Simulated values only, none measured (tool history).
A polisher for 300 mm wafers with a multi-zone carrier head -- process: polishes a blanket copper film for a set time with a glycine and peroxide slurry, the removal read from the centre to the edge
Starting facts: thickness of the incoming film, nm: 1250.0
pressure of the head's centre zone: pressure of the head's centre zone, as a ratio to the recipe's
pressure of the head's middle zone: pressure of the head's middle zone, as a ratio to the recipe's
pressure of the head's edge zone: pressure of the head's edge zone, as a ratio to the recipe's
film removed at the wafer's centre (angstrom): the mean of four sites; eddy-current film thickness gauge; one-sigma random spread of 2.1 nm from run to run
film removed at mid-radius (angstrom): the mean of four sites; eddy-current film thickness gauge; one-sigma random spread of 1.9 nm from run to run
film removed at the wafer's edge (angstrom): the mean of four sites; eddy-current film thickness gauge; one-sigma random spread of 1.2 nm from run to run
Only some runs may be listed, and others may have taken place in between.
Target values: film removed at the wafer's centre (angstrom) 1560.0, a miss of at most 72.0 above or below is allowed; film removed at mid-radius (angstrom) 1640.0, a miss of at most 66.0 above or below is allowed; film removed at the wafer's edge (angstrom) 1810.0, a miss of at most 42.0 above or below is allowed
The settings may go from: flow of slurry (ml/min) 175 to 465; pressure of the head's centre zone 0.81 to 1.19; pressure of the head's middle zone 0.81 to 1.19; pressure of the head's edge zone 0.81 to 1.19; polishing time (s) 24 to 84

| run | day | flow of slurry (ml/min) | pressure of the head's centre zone | pressure of the head's middle zone | pressure of the head's edge zone | polishing time (s) | film removed at the wafer's centre (angstrom) | film removed at mid-radius (angstrom) | film removed at the wafer's edge (angstrom) |
|---|---|---|---|---|---|---|---|---|---|
| 1 | 0.000 | 295 | 1.00 | 1.00 | 1.00 | 54 | 2352.6 | 2289.9 | 2444.7 |
| 2 | 0.358 | 295 | 1.00 | 1.00 | 1.00 | 49 | 2109.2 | 2076.6 | 2214.5 |
| 3 | 0.400 | 295 | 1.00 | 1.00 | 0.92 | 49 | 2107.2 | 2122.1 | 2137.2 |
| 4 | 0.562 | 295 | 1.00 | 1.00 | 0.92 | 40 | 1681.3 | 1708.2 | 1730.3 |
| 5 | 0.825 | 295 | 1.00 | 1.05 | 0.92 | 40 | 1706.6 | 1798.3 | 1744.9 |
| 6 | 0.933 | 250 | 1.00 | 1.05 | 0.92 | 40 | 1686.4 | 1760.7 | 1718.2 |
| 7 | 1.175 | 250 | 0.98 | 1.03 | 0.94 | 40 | 1686.9 | 1693.9 | 1743.0 |
| 8 | 1.404 | 255 | 0.95 | 1.03 | 0.95 | 40 | 1613.2 | 1729.8 | 1745.1 |
| 9 | 1.592 | 255 | 0.94 | 1.02 | 0.97 | 40 | 1604.6 | 1726.7 | 1770.4 |

Which single option among these 4 for the next run brings every result within its allowed miss of target? Just one does.
| A | 1.779 | 250 | 1.04 | 0.92 | 0.93 | 39 | ? | ? | ? |
| B | 1.779 | 215 | 0.93 | 0.98 | 1.01 | 41 | ? | ? | ? |
| C | 1.779 | 380 | 0.93 | 1.09 | 0.98 | 40 | ? | ? | ? |
| D | 1.779 | 215 | 1.07 | 1.01 | 1.01 | 39 | ? | ? | ? |

| move | film removed at the wafer's centre (angstrom) | film removed at mid-radius (angstrom) | film removed at the wafer's edge (angstrom) |
|---|---|---|---|
| A | 1696.5 | 1546.0 | 1696.7 |
| B | 1555.6 | 1664.6 | 1823.8 |
| C | 1633.1 | 1874.6 | 1840.4 |
| D | 1704.6 | 1617.3 | 1734.2 |
A: carries the result that was furthest off beyond its target, to the other side
B: in spec on every target
C: further off than the last run
D: brings the last run's worst result on target, with another outside its allowed miss
Move B is the one to make.
